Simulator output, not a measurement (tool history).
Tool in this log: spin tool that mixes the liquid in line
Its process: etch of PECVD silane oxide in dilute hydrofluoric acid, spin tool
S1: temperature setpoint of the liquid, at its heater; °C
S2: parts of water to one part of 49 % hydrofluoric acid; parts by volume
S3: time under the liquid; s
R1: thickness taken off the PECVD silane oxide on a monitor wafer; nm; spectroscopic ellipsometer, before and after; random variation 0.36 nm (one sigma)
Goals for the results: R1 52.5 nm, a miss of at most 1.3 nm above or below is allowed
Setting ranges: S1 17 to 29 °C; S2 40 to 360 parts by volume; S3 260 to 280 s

{"run": 1, "hour": 0.0, "S1": 21, "S2": 200, "S3": 260, "R1": 25.099}
{"run": 2, "hour": 7.0, "S1": 21, "S2": 155, "S3": 260, "R1": 34.126}
{"run": 3, "hour": 12.8, "S1": 23.5, "S2": 150, "S3": 260, "R1": 39.145}
{"run": 4, "hour": 13.5, "S1": 25, "S2": 145, "S3": 260, "R1": 43.647}
{"run": 5, "hour": 17.9, "S1": 26.5, "S2": 145, "S3": 260, "R1": 45.559}
{"run": 6, "hour": 20.5, "S1": 27.5, "S2": 145, "S3": 260, "R1": 47.363}
{"run": 7, "hour": 26.6, "S1": 28, "S2": 145, "S3": 260, "R1": 48.308}
{"run": 8, "hour": 28.1, "S1": 28.5, "S2": 145, "S3": 260, "R1": 49.426}

Exactly one of the 5 candidate moves below puts every result within its allowed miss. Which one?
{"run": "A", "hour": 29.6, "S1": 29, "S2": 140, "S3": 280, "R1": "?"}
{"run": "B", "hour": 29.6, "S1": 26.5, "S2": 140, "S3": 260, "R1": "?"}
{"run": "C", "hour": 29.6, "S1": 24.5, "S2": 130, "S3": 260, "R1": "?"}
{"run": "D", "hour": 29.6, "S1": 29, "S2": 160, "S3": 280, "R1": "?"}
{"run": "E", "hour": 29.6, "S1": 26, "S2": 125, "S3": 260, "R1": "?"}

move=A R1=55.885
move=B R1=47.299
move=C R1=47.777
move=D R1=47.662
move=E R1=52.953
A: moves the result that the last run missed by most past its target, out the other side
B: misses by more than the last run did
C: misses by more than the last run did
D: misses by more than the last run did
E: all results land within tolerance of their targets
Move E is the one to make.
